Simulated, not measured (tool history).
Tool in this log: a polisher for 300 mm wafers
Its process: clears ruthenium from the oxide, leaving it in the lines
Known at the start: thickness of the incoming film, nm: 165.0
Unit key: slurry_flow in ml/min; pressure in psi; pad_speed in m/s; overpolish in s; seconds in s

run,hour,slurry_flow,pressure,pad_speed,overpolish,seconds
1,0,130,1.8,1.16,33,159.08
2,4,120,1.6,1.16,33,183.13
3,5.4,130,1.6,1.16,33,176.53
4,9.4,130,2,1.16,33,142.03
5,10.2,130,1.9,1.16,33,151.16
6,17.1,130,1.9,1.28,33,139.8

Predict the results of run 7:
7,23.7,115,1.4,1.24,33,?

Logged for run 7: seconds 196.97 s.

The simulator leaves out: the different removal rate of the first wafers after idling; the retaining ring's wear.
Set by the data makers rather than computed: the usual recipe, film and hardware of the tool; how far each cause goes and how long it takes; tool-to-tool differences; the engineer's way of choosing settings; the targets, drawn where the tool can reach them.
